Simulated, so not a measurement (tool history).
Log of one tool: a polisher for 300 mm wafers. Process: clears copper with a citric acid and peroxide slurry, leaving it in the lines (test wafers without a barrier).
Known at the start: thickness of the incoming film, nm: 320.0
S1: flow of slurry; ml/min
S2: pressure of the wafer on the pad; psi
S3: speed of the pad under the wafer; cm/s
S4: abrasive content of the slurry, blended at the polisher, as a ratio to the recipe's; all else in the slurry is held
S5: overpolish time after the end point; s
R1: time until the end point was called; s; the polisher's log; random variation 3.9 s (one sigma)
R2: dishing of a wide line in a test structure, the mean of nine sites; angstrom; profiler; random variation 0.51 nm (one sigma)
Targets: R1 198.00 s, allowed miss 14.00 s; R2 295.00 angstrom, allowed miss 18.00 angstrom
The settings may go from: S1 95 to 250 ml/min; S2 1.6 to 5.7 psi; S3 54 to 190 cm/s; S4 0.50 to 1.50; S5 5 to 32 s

| run | hour | S1 | S2 | S3 | S4 | S5 | R1 | R2 |
|---|---|---|---|---|---|---|---|---|
| 1 | 0.0 | 160 | 3.6 | 122 | 1.00 | 16 | 149.59 | 254.49 |
| 2 | 7.3 | 160 | 3.6 | 122 | 1.15 | 16 | 142.27 | 261.97 |
| 3 | 15.7 | 160 | 3.6 | 122 | 1.15 | 10 | 140.28 | 174.14 |
| 4 | 18.1 | 155 | 3.5 | 122 | 1.15 | 11 | 137.23 | 184.48 |
| 5 | 22.1 | 155 | 3.5 | 96 | 1.15 | 11 | 176.62 | 153.93 |
| 6 | 23.5 | 155 | 3.5 | 96 | 1.15 | 12 | 175.84 | 165.76 |
| 7 | 25.8 | 155 | 3.5 | 96 | 1.15 | 13 | 177.23 | 178.91 |
| 8 | 28.0 | 155 | 3.5 | 96 | 1.15 | 14 | 179.00 | 189.40 |
| 9 | 36.2 | 155 | 3.5 | 96 | 1.15 | 15 | 180.08 | 202.90 |
| 10 | 38.8 | 155 | 3.5 | 96 | 1.15 | 16 | 176.29 | 211.38 |
| 11 | 41.2 | 155 | 3.5 | 96 | 1.15 | 17 | 177.55 | 225.20 |
| 12 | 42.4 | 155 | 3.5 | 96 | 1.15 | 18 | 178.72 | 242.95 |
| 13 | 43.7 | 150 | 3.2 | 94 | 1.15 | 24 | 198.09 | 274.55 |

5 next moves are on the table. One of them brings every result within its allowed miss. Which?
| A | 45.0 | 145 | 3.6 | 106 | 1.15 | 28 | ? | ? |
| B | 45.0 | 205 | 4.2 | 86 | 1.30 | 25 | ? | ? |
| C | 45.0 | 165 | 3.2 | 104 | 1.30 | 23 | ? | ? |
| D | 45.0 | 215 | 3.4 | 84 | 1.10 | 27 | ? | ? |
| E | 45.0 | 165 | 3.6 | 100 | 1.25 | 26 | ? | ? |

| move | R1 | R2 |
|---|---|---|
| A | 159.68 | 332.54 |
| B | 161.56 | 307.83 |
| C | 167.43 | 280.06 |
| D | 196.59 | 280.89 |
| E | 162.09 | 313.47 |
A: takes the result that was furthest off past its target
B: brings the result that was furthest off to its target, and leaves another outside
C: brings the result that was furthest off to its target, and leaves another outside
D: meets every target
E: takes the result that was furthest off past its target
Move D is the one to make.
